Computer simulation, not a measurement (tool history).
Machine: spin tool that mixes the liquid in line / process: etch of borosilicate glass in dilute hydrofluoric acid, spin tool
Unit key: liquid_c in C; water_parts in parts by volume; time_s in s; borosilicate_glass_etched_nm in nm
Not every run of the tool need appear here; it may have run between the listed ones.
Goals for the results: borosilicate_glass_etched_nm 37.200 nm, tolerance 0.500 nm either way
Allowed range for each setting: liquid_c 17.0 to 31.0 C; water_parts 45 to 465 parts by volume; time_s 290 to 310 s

run	day	liquid_c	water_parts	time_s	borosilicate_glass_etched_nm
1	0.000	23.0	255	290	23.901
2	0.262	23.0	255	290	23.994
3	0.442	23.0	255	290	24.030
4	0.717	21.0	255	290	22.392
5	0.812	19.0	255	290	20.849
6	1.012	19.0	255	310	21.979
7	1.167	21.5	255	310	24.287
8	1.262	21.5	255	310	24.221
9	1.500	21.5	255	310	24.076
10	1.738	23.5	250	310	26.825
11	1.817	25.0	245	310	29.006
12	1.883	26.5	245	310	30.678
13	2.212	27.5	245	310	31.600
14	2.454	27.5	245	310	31.598
15	2.521	28.5	245	310	32.768
16	2.567	29.0	245	310	33.181
17	2.650	29.5	245	310	33.647
18	2.921	30.0	240	310	35.468
19	2.975	31.0	240	310	36.645

Exercise: of the 5 proposed moves below, exactly one satisfies all targets within the stated allowed misses. Which move is it?
A	3.029	24.0	195	310	?
B	3.029	31.0	230	310	?
C	3.029	30.5	215	290	?
D	3.029	30.0	225	310	?
E	3.029	30.5	230	310	?

move	borosilicate_glass_etched_nm
A	37.126
B	38.699
C	38.780
D	38.479
E	38.056
A: each result inside its tolerance
B: moves the result that the last run missed by most past its target, out the other side
C: moves the result that the last run missed by most past its target, out the other side
D: moves the result that the last run missed by most past its target, out the other side
E: moves the result that the last run missed by most past its target, out the other side
Answer: A
